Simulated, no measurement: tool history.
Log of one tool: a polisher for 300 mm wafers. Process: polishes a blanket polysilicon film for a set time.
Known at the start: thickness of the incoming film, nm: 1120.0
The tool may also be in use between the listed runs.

| run | hour | flow of slurry (ml/min) | pressure of the wafer on the pad (kPa) | speed of the pad under the wafer (cm/s) | polishing time (s) | film removed (nm) |
|---|---|---|---|---|---|---|
| 1 | 0.0 | 180 | 23.4 | 118 | 46 | 508.56 |
| 2 | 8.9 | 175 | 22.1 | 118 | 46 | 471.22 |
| 3 | 14.6 | 175 | 22.1 | 142 | 46 | 560.74 |
| 4 | 22.3 | 165 | 20.7 | 142 | 46 | 522.16 |
| 5 | 26.4 | 165 | 24.8 | 142 | 46 | 617.43 |
| 6 | 34.2 | 155 | 22.8 | 142 | 46 | 570.14 |
| 7 | 39.1 | 155 | 20.7 | 142 | 46 | 517.00 |

Forecast run 8:
| 8 | 43.2 | 140 | 15.9 | 142 | 46 | ? |

Run 8 gave film removed (nm) 396.42.
